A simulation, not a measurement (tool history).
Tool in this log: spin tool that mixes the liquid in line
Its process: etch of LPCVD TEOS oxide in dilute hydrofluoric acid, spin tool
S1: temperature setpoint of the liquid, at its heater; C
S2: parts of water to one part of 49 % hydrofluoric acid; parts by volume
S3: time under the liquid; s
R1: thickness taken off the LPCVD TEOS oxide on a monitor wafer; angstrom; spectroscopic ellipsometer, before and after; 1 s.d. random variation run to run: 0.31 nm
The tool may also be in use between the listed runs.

{"run": 1, "hour": 0.0, "S1": 26, "S2": 145, "S3": 140, "R1": 546.14}
{"run": 2, "hour": 2.6, "S1": 25, "S2": 145, "S3": 140, "R1": 518.42}
{"run": 3, "hour": 11.3, "S1": 28.5, "S2": 145, "S3": 140, "R1": 598.74}
{"run": 4, "hour": 14.3, "S1": 27.5, "S2": 145, "S3": 140, "R1": 571.57}
{"run": 5, "hour": 18.0, "S1": 26.5, "S2": 145, "S3": 140, "R1": 546.89}
{"run": 6, "hour": 22.7, "S1": 25.5, "S2": 145, "S3": 140, "R1": 529.52}
{"run": 7, "hour": 26.1, "S1": 24.5, "S2": 145, "S3": 140, "R1": 510.46}
{"run": 8, "hour": 26.7, "S1": 24, "S2": 145, "S3": 140, "R1": 505.09}
{"run": 9, "hour": 31.8, "S1": 24, "S2": 145, "S3": 140, "R1": 497.73}
{"run": 10, "hour": 40.6, "S1": 23.5, "S2": 145, "S3": 140, "R1": 492.83}

Run 11 comes next. What will it give?
{"run": 11, "hour": 47.9, "S1": 23, "S2": 145, "S3": 140, "R1": "?"}

Run 11 measured R1 483.81 angstrom.
